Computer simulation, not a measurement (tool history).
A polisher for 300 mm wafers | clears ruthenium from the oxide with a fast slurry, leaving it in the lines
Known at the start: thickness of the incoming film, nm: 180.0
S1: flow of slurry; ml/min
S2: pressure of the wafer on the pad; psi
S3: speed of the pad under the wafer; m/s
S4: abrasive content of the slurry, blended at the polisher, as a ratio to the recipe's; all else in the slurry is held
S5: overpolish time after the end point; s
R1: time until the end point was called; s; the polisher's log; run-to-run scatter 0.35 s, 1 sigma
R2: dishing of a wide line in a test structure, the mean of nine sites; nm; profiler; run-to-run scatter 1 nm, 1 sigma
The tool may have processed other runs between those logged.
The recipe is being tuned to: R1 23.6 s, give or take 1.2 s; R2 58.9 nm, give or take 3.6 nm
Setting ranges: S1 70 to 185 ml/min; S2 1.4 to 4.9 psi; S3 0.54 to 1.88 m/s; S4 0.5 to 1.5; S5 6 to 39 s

run	hour	S1	S2	S3	S4	S5	R1	R2
1	0	120	3.1	1.2	1	20	44.18	41.215
2	8.8	125	3.6	1.22	1	21	36.819	46.368
3	9.7	125	3.6	1.32	1	21	34.697	48.856
4	16.8	125	3.9	1.34	1	21	31.372	50.085
5	21	125	3.9	1.34	1	25	32.786	52.518
6	25.1	125	3.9	1.24	1	25	34.269	54.06
7	31.3	130	4.2	1.26	1	24	31.169	53.621
8	35.2	130	4.4	1.3	1	24	28.161	56.006
9	43.4	130	4.6	1.3	1	24	27.19	56.405
10	46.3	135	4.7	1.32	1	24	27.306	58.032
11	51.4	135	4.8	1.36	1	23	25.667	57.116
12	54.6	135	4.8	1.38	1	23	25.223	57.313

Which single option among these 5 for the next run brings every result within its allowed miss of target? Just one does.
A	57.8	145	4.4	1.4	1.2	24	?	?
B	57.8	120	4.6	1.38	1.15	18	?	?
C	57.8	140	4.8	1.38	1	16	?	?
D	57.8	115	4.7	1.32	1	19	?	?
E	57.8	90	4.9	1.5	0.9	20	?	?

move	R1	R2
A	23.045	59.135
B	23.809	53.461
C	24.392	50.442
D	27.002	51.966
E	26.187	53.667
A: all results in spec
B: meets the target for the result that was furthest off, but another lies outside its allowed miss
C: meets the target for the result that was furthest off, but another lies outside its allowed miss
D: its largest miss is bigger than the last run's
E: its largest miss is bigger than the last run's
Answer: A
